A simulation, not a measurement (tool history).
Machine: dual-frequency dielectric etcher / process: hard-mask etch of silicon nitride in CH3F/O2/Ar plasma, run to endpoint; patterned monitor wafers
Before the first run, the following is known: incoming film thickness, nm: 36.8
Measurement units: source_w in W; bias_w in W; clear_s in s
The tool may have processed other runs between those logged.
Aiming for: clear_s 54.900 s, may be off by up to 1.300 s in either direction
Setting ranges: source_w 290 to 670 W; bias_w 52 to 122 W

run	hour	source_w	bias_w	clear_s
1	0.0	480	87	46.158
2	8.2	450	85	47.511
3	10.3	390	85	50.235
4	17.2	370	84	51.021
5	22.6	330	84	53.063
6	25.5	410	84	49.505
7	32.0	390	83	50.127
8	35.3	370	82	52.013
9	42.4	360	82	52.229
10	47.4	300	78	56.877
11	56.2	310	78	55.939

Of the 5 settings listed for the next run, only one would bring every result within its allowed miss of target. Which one?
A	65.0	300	78	?
B	65.0	290	79	?
C	65.0	290	77	?
D	65.0	350	77	?
E	65.0	300	74	?

move	clear_s
A	56.730
B	56.878
C	57.762
D	54.515
E	58.570
A: misses by more than the last run did
B: misses by more than the last run did
C: misses by more than the last run did
D: hits every target within its allowed miss
E: misses by more than the last run did
Go with D: it meets all targets.
